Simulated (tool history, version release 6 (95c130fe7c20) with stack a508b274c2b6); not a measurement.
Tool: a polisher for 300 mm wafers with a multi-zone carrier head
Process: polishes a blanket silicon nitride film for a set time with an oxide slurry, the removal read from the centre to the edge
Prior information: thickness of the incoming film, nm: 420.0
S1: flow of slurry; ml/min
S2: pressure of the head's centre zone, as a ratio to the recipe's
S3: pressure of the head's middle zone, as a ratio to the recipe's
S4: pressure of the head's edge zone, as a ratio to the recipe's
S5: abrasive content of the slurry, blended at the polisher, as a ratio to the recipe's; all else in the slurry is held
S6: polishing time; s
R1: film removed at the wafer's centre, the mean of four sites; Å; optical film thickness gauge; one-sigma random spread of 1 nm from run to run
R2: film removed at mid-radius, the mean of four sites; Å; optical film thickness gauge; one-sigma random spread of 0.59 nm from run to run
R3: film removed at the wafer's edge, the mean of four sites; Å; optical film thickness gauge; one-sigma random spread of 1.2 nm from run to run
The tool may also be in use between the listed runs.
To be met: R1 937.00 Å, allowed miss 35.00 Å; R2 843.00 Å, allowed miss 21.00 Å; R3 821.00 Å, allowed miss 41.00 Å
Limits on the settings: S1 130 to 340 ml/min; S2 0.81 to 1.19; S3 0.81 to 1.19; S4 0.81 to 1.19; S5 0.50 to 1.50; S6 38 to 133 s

| run | day | S1 | S2 | S3 | S4 | S5 | S6 | R1 | R2 | R3 |
|---|---|---|---|---|---|---|---|---|---|---|
| 1 | 0.000 | 220 | 1.00 | 1.00 | 1.00 | 1.00 | 85 | 777.10 | 797.66 | 769.13 |
| 2 | 0.129 | 230 | 1.02 | 1.00 | 1.01 | 1.00 | 85 | 812.77 | 804.69 | 758.39 |
| 3 | 0.279 | 265 | 1.02 | 1.00 | 1.01 | 1.00 | 85 | 823.73 | 813.08 | 775.38 |
| 4 | 0.400 | 265 | 1.02 | 0.96 | 1.01 | 1.00 | 85 | 800.24 | 775.58 | 777.33 |
| 5 | 0.492 | 265 | 1.03 | 0.97 | 1.02 | 1.00 | 85 | 820.52 | 790.85 | 770.65 |
| 6 | 0.804 | 265 | 1.03 | 0.97 | 1.02 | 1.00 | 100 | 967.78 | 938.70 | 890.88 |
| 7 | 1.092 | 265 | 1.03 | 0.97 | 1.02 | 1.00 | 100 | 971.40 | 923.48 | 928.75 |
| 8 | 1.367 | 265 | 1.04 | 0.97 | 1.00 | 1.00 | 100 | 985.98 | 930.15 | 906.09 |
| 9 | 1.412 | 265 | 1.04 | 0.97 | 0.99 | 1.00 | 100 | 974.87 | 924.00 | 896.41 |
| 10 | 1.783 | 265 | 1.04 | 0.96 | 0.97 | 1.00 | 100 | 983.38 | 927.60 | 896.22 |
| 11 | 1.821 | 265 | 1.04 | 0.95 | 0.96 | 1.00 | 100 | 984.65 | 910.29 | 896.59 |
| 12 | 1.996 | 265 | 1.04 | 0.95 | 0.95 | 1.00 | 100 | 1003.40 | 907.59 | 885.46 |
| 13 | 2.100 | 260 | 1.04 | 0.95 | 0.94 | 1.00 | 100 | 969.38 | 906.12 | 896.43 |
| 14 | 2.192 | 270 | 1.09 | 0.93 | 0.86 | 0.85 | 100 | 980.32 | 854.87 | 812.17 |

Which one of the following 5 next-run settings gets every result inside its allowed miss? There is exactly one.
| A | 2.283 | 265 | 1.05 | 0.91 | 0.88 | 0.70 | 107 | ? | ? | ? |
| B | 2.283 | 230 | 1.19 | 0.89 | 0.81 | 0.90 | 98 | ? | ? | ? |
| C | 2.283 | 245 | 0.98 | 0.96 | 0.91 | 0.85 | 102 | ? | ? | ? |
| D | 2.283 | 255 | 1.12 | 0.91 | 0.88 | 1.00 | 97 | ? | ? | ? |
| E | 2.283 | 320 | 1.10 | 0.93 | 0.88 | 0.85 | 103 | ? | ? | ? |

| move | R1 | R2 | R3 |
|---|---|---|---|
| A | 943.08 | 846.78 | 840.58 |
| B | 1035.60 | 805.95 | 789.50 |
| C | 879.68 | 886.29 | 855.46 |
| D | 1010.00 | 849.93 | 844.94 |
| E | 1030.10 | 896.48 | 869.95 |
A: in spec on every target
B: further off than the last run
C: the result that was furthest off in the last run now lies on the other side of its target
D: further off than the last run
E: further off than the last run
Go with A: it meets all targets.
